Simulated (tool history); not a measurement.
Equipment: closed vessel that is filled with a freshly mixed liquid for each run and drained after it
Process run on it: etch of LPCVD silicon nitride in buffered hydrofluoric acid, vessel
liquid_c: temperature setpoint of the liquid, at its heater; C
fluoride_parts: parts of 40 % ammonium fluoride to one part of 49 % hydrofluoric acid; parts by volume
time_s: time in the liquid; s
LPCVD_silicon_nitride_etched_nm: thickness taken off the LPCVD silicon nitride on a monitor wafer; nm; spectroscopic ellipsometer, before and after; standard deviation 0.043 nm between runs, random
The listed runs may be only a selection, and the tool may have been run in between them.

| run | day | liquid_c | fluoride_parts | time_s | LPCVD_silicon_nitride_etched_nm |
|---|---|---|---|---|---|
| 1 | 0 | 24 | 7 | 200 | 3.6378 |
| 2 | 0.212 | 23 | 7 | 200 | 3.376 |
| 3 | 0.338 | 24.5 | 7 | 200 | 3.7005 |
| 4 | 0.429 | 25.5 | 7 | 200 | 3.8835 |
| 5 | 0.629 | 26 | 7 | 200 | 4.0677 |
| 6 | 0.704 | 26.5 | 7 | 200 | 4.0819 |
| 7 | 0.738 | 27 | 7 | 200 | 4.1867 |

Run 8, settings as shown, results not yet in. Your forecast:
| 8 | 0.954 | 27.5 | 7 | 200 | ? |

{"run 8": {"LPCVD_silicon_nitride_etched_nm": 4.2915}}
